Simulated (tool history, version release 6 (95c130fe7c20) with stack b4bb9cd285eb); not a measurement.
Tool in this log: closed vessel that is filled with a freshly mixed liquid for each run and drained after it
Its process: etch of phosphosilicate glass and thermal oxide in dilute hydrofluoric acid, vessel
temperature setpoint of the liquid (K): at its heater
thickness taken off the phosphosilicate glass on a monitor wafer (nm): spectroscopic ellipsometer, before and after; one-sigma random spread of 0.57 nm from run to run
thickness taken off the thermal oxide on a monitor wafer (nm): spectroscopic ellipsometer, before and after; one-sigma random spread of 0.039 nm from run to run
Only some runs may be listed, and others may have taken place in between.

run  hour  temperature setpoint of the liquid (K)  parts of water to one part of 49 % hydrofluoric acid (parts by volume)  time in the liquid (s)  thickness taken off the phosphosilicate glass on a monitor wafer (nm)  thickness taken off the thermal oxide on a monitor wafer (nm)
  1   0.0                                  296.15                                                                      60                      60                                                                 99.753                                                         4.8328
  2   9.2                                  297.15                                                                      60                      60                                                                104.790                                                         5.0588
  3  16.4                                  297.15                                                                      45                      60                                                                140.810                                                         6.7940
  4  22.1                                  296.65                                                                      45                      60                                                                140.290                                                         6.6732
  5  30.3                                  296.15                                                                      45                      60                                                                137.120                                                         6.5382
  6  34.8                                  296.15                                                                      60                      60                                                                100.590                                                         4.8222
  7  40.4                                  300.15                                                                      60                      60                                                                117.800                                                         5.6111
  8  46.2                                  300.65                                                                      60                      60                                                                120.220                                                         5.7721
  9  47.8                                  301.15                                                                      60                      60                                                                122.870                                                         5.8967

For run 10, what comes out?
 10  51.5                                  301.65                                                                      60                      60                                                                      ?                                                              ?

thickness taken off the phosphosilicate glass on a monitor wafer (nm): 125.150
thickness taken off the thermal oxide on a monitor wafer (nm): 5.9906
